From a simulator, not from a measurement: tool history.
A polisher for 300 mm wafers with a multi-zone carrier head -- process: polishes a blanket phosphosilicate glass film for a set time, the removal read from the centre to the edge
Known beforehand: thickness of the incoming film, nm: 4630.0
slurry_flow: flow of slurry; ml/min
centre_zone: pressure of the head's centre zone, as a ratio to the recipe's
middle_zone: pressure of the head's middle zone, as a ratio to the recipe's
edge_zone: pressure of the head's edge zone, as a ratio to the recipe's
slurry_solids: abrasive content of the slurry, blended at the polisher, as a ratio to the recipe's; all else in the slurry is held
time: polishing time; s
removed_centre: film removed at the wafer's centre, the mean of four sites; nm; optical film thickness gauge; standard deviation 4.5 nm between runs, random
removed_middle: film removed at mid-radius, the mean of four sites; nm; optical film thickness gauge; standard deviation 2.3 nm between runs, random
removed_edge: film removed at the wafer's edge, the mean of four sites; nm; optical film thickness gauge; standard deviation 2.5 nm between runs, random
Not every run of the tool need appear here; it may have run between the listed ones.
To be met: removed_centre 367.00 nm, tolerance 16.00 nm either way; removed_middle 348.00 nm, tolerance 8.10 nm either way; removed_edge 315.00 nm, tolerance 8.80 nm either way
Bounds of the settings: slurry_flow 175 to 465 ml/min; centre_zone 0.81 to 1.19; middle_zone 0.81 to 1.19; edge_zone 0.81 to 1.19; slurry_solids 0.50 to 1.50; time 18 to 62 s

run,hour,slurry_flow,centre_zone,middle_zone,edge_zone,slurry_solids,time,removed_centre,removed_middle,removed_edge
1,0.0,295,1.00,1.00,1.00,1.00,40,430.17,422.30,429.66
2,7.8,300,1.02,1.01,0.94,0.85,40,405.99,396.71,385.59
3,11.2,300,0.96,1.01,0.94,0.85,40,375.32,393.94,382.09
4,19.6,300,0.96,1.01,0.99,0.85,40,378.17,396.43,391.21
5,26.6,305,1.00,1.01,0.94,0.75,40,355.48,365.86,355.83
6,30.4,305,0.96,1.01,0.94,0.75,40,354.36,362.33,352.32
7,37.5,315,1.00,1.02,0.90,0.70,40,347.57,354.14,333.57
8,41.8,320,1.03,1.02,0.87,0.70,40,357.66,354.72,332.24
9,48.2,305,1.11,1.04,0.81,0.60,40,341.28,316.73,290.56
10,54.8,335,1.11,1.05,0.83,0.60,40,345.97,321.57,290.05
11,59.9,335,1.11,1.06,0.86,0.60,40,353.29,327.12,295.17
12,66.3,340,1.10,1.07,0.89,0.60,40,349.43,326.81,297.48
13,72.5,340,1.10,1.08,0.91,0.60,40,342.68,326.38,300.09

Of the 5 settings listed for the next run, only one would bring every result within its allowed miss of target. Which one?
A,78.7,250,1.06,1.02,1.07,0.65,36,?,?,?
B,78.7,330,1.19,1.06,0.81,0.55,43,?,?,?
C,78.7,410,1.10,1.08,0.90,0.80,34,?,?,?
D,78.7,330,1.00,1.13,0.91,0.55,44,?,?,?
E,78.7,305,1.01,1.17,0.95,0.60,38,?,?,?

move,removed_centre,removed_middle,removed_edge
A,312.30,292.60,299.04
B,377.96,324.52,288.81
C,370.66,349.50,315.76
D,324.76,351.06,307.11
E,302.12,333.28,287.65
A: moves away from the targets compared with the last run
B: moves away from the targets compared with the last run
C: meets every target
D: meets the target for the result that was furthest off, but another lies outside its allowed miss
E: moves away from the targets compared with the last run
C meets every target.
